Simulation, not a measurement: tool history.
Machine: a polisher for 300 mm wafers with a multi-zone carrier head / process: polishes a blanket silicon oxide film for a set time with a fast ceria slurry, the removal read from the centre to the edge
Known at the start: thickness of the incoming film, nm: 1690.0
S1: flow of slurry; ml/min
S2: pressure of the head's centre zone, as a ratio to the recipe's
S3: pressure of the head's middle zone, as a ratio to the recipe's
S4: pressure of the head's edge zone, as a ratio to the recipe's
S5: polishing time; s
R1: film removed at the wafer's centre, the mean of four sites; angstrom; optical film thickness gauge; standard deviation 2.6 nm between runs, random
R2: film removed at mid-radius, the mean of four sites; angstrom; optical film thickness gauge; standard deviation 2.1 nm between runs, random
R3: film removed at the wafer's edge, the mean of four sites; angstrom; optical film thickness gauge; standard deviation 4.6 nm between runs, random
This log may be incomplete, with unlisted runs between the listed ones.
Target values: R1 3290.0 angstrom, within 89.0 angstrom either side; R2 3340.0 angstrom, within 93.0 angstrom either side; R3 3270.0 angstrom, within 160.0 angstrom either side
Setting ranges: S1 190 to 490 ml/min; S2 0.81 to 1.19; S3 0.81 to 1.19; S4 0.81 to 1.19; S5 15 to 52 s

run,hour,S1,S2,S3,S4,S5,R1,R2,R3
1,0.0,315,1.00,1.00,1.00,33,5610.1,5802.7,5531.5
2,4.9,315,1.00,1.00,1.00,39,6630.3,6717.4,6537.4
3,10.0,315,0.92,1.00,1.00,39,6093.9,6772.0,6560.3
4,11.4,310,0.92,0.97,0.97,35,5368.5,5897.3,5899.1
5,13.4,310,0.92,0.97,0.90,35,5463.8,5940.0,5665.6
6,18.6,310,0.93,0.96,0.89,32,5039.2,5400.0,5115.8
7,26.2,310,0.93,0.95,0.88,29,4529.5,4823.5,4489.9
8,31.8,310,0.92,0.93,0.87,28,4379.4,4524.0,4383.0
9,35.5,300,0.90,0.92,0.81,18,2746.2,2868.5,2814.7
10,44.0,315,0.91,0.93,0.84,18,2770.2,2887.5,2778.1
11,50.9,300,0.92,0.94,0.85,19,2960.0,3114.5,2953.7
12,57.8,295,0.93,0.94,0.87,19,2975.0,3063.0,2945.0
13,59.2,295,0.93,0.94,0.88,19,2959.5,3127.1,2928.7
14,61.3,340,1.00,0.91,0.98,21,3586.9,3425.9,3485.6
15,66.1,330,0.99,0.92,0.97,21,3533.1,3376.5,3443.2
16,68.5,320,0.99,0.93,0.97,21,3492.5,3404.6,3481.3
17,74.4,315,0.99,0.93,0.96,21,3524.8,3436.9,3456.2

Exercise: of the 4 proposed moves below, exactly one satisfies all targets within the stated allowed misses. Which move is it?
A,80.3,340,1.06,1.07,0.95,18,?,?,?
B,80.3,300,0.91,0.97,0.97,20,?,?,?
C,80.3,285,0.98,0.96,0.96,20,?,?,?
D,80.3,310,1.01,0.99,0.89,18,?,?,?

move,R1,R2,R3
A,3282.7,3331.1,2944.0
B,3090.2,3373.9,3282.2
C,3313.2,3328.5,3255.3
D,3099.4,3096.5,2843.2
A: corrects the largest miss of the last run, while another result sits out of spec
B: takes the biggest miss from the last run beyond its target
C: in spec on every target
D: takes the biggest miss from the last run beyond its target
So the answer is move C, the one that meets all the targets.

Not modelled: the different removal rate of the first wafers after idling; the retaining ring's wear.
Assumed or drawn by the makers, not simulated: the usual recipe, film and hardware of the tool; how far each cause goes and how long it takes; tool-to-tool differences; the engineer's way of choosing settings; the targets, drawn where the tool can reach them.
